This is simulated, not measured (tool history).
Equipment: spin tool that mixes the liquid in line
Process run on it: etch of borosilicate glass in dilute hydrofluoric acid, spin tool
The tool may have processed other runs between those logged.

| run | hour | temperature setpoint of the liquid (°C) | parts of water to one part of 49 % hydrofluoric acid (parts by volume) | time under the liquid (s) | thickness taken off the borosilicate glass on a monitor wafer (angstrom) |
|---|---|---|---|---|---|
| 1 | 0.0 | 22.0 | 80 | 15 | 95.011 |
| 2 | 3.1 | 22.0 | 80 | 15 | 94.230 |
| 3 | 6.8 | 23.5 | 80 | 15 | 100.240 |
| 4 | 11.8 | 23.5 | 80 | 15 | 101.040 |
| 5 | 15.6 | 25.5 | 75 | 15 | 116.680 |
| 6 | 20.2 | 26.5 | 70 | 15 | 131.140 |

What does the tool deliver on the next run?
| 7 | 24.2 | 27.5 | 65 | 15 | ? |

thickness taken off the borosilicate glass on a monitor wafer (angstrom): 147.750
